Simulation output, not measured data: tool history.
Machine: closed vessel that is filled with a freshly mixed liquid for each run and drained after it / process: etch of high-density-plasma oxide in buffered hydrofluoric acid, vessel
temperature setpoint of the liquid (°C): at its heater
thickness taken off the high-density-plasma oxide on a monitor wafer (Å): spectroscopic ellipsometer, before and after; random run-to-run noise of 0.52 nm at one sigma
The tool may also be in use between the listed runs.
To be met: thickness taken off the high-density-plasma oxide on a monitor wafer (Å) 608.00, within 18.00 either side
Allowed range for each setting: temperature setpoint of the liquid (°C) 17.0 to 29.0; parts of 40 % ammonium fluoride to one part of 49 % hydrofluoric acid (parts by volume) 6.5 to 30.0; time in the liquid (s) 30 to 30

run	day	temperature setpoint of the liquid (°C)	parts of 40 % ammonium fluoride to one part of 49 % hydrofluoric acid (parts by volume)	time in the liquid (s)	thickness taken off the high-density-plasma oxide on a monitor wafer (Å)
1	0.000	21.0	19.5	30	205.71
2	0.304	23.5	16.0	30	287.96
3	0.638	23.5	16.0	30	287.31
4	0.958	25.0	13.5	30	370.38
5	1.275	21.5	13.5	30	306.13
6	1.408	23.5	12.0	30	385.71
7	1.704	25.0	11.5	30	433.09
8	1.996	29.0	8.5	30	705.72
9	2.325	28.5	8.5	30	675.06
10	2.571	28.0	8.5	30	653.57
11	2.650	27.5	8.5	30	654.60
12	2.842	27.0	8.5	30	634.02

Which single option among these 5 for the next run brings every result within its allowed miss of target? Just one does.
A	3.033	24.0	7.0	30	?
B	3.033	25.0	7.5	30	?
C	3.033	26.5	8.0	30	?
D	3.033	28.0	8.5	30	?
E	3.033	29.0	10.0	30	?

move	thickness taken off the high-density-plasma oxide on a monitor wafer (Å)
A	666.06
B	652.76
C	659.98
D	669.52
E	620.99
A: further off than the last run
B: further off than the last run
C: further off than the last run
D: further off than the last run
E: in spec on every target
So the answer is move E, the one that meets all the targets.

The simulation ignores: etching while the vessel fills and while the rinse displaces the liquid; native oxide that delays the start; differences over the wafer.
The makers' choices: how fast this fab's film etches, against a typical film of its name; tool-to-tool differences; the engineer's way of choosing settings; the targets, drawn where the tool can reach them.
